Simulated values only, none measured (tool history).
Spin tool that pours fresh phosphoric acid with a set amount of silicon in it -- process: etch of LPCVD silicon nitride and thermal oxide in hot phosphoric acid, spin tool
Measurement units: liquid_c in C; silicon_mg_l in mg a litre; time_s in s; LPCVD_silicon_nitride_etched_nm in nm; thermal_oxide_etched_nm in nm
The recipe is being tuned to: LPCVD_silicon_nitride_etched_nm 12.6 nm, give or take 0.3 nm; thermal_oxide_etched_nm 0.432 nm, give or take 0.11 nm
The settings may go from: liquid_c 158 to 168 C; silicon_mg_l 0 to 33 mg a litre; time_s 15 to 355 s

run,hour,liquid_c,silicon_mg_l,time_s,LPCVD_silicon_nitride_etched_nm,thermal_oxide_etched_nm
1,0,163,14.5,180,16.318,0.40163
2,7.2,164,14.5,180,16.786,0.51096
3,9.7,164,14.5,260,24.111,0.72614
4,17.3,163.5,11,220,20.11,0.70037
5,21.8,165,11,220,21.245,0.67818
6,25.3,165,17,220,21.06,0.56577
7,28.3,163,13.5,200,17.989,0.42182
8,35.1,163,10,175,15.803,0.46922
# hour 37.3: dissolved silicon flow meter replaced
9,37.3,162,7,165,14.352,0.48546
10,45.4,161,6,165,13.818,0.45237

Below are 4 possible settings for the next run. Only one of them brings all results inside the allowed miss of their targets. Which is it?
A,53.5,162,17.5,175,?,?
B,53.5,160,1.5,155,?,?
C,53.5,160.5,7,190,?,?
D,53.5,161,13,190,?,?

move,LPCVD_silicon_nitride_etched_nm,thermal_oxide_etched_nm
A,15.274,0.36603
B,12.653,0.39909
C,15.773,0.45546
D,16.039,0.41351
A: moves away from the targets compared with the last run
B: hits every target within its allowed miss
C: moves away from the targets compared with the last run
D: moves away from the targets compared with the last run
Go with B: it meets all targets.

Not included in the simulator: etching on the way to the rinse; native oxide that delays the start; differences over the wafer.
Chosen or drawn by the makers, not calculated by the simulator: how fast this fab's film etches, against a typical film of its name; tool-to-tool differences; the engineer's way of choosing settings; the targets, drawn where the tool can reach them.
